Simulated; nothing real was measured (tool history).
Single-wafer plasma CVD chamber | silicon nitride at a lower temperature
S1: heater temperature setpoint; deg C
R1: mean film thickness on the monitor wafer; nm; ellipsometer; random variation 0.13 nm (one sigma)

run 1 day=0 | S1=335 chamber_pressure_(Torr)=1.91 RF_power_(W)=370 deposition_time_(s)=32.4 | R1=52.034
run 2 day=0.233 | S1=335 chamber_pressure_(Torr)=1.81 RF_power_(W)=365 deposition_time_(s)=32.4 | R1=50.708
run 3 day=0.467 | S1=335 chamber_pressure_(Torr)=1.72 RF_power_(W)=365 deposition_time_(s)=32.4 | R1=50.123
run 4 day=0.712 | S1=335 chamber_pressure_(Torr)=1.64 RF_power_(W)=360 deposition_time_(s)=32.4 | R1=49.302
run 5 day=0.754 | S1=335 chamber_pressure_(Torr)=1.58 RF_power_(W)=355 deposition_time_(s)=32.4 | R1=48.408
run 6 day=0.938 | S1=335 chamber_pressure_(Torr)=1.52 RF_power_(W)=355 deposition_time_(s)=32.4 | R1=47.819
run 7 day=1.188 | S1=335 chamber_pressure_(Torr)=1.47 RF_power_(W)=355 deposition_time_(s)=32.4 | R1=47.433

Run 8 comes next. What will it give?
run 8 day=1.517 | S1=335 chamber_pressure_(Torr)=1.43 RF_power_(W)=355 deposition_time_(s)=32.4 | R1=?

R1: 47.072 nm
